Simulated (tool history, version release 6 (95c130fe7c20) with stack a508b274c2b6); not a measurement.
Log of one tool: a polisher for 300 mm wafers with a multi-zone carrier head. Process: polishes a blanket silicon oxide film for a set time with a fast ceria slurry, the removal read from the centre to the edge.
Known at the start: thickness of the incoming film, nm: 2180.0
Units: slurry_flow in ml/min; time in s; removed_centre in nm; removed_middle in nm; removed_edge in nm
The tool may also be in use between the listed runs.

run,day,slurry_flow,centre_zone,middle_zone,edge_zone,time,removed_centre,removed_middle,removed_edge
1,0.000,245,1.00,1.00,1.00,54,862.55,876.31,858.19
2,0.092,295,1.00,1.00,1.00,54,877.87,893.99,878.78
3,0.388,290,0.96,1.01,1.02,53,823.67,900.03,871.40
4,0.712,290,0.89,1.01,1.02,53,762.43,887.15,868.33
5,0.908,290,0.83,1.01,1.02,53,718.11,887.67,863.83
6,1.133,280,0.83,1.01,1.04,52,691.85,882.54,872.63
7,1.362,270,0.83,1.01,1.04,51,670.50,851.00,845.33
8,1.712,260,0.83,1.01,1.04,51,673.22,850.37,829.06
9,2.042,250,0.83,1.01,1.05,51,665.25,835.34,837.51
10,2.217,240,0.83,1.01,1.05,51,666.12,839.04,842.40
11,2.312,235,0.83,1.01,1.05,51,669.71,841.45,836.62

Run 12 comes next. What will it give?
12,2.458,235,0.83,1.01,1.05,50,?,?,?

{"run 12": {"removed_centre": 660.03, "removed_middle": 836.32, "removed_edge": 825.4}}

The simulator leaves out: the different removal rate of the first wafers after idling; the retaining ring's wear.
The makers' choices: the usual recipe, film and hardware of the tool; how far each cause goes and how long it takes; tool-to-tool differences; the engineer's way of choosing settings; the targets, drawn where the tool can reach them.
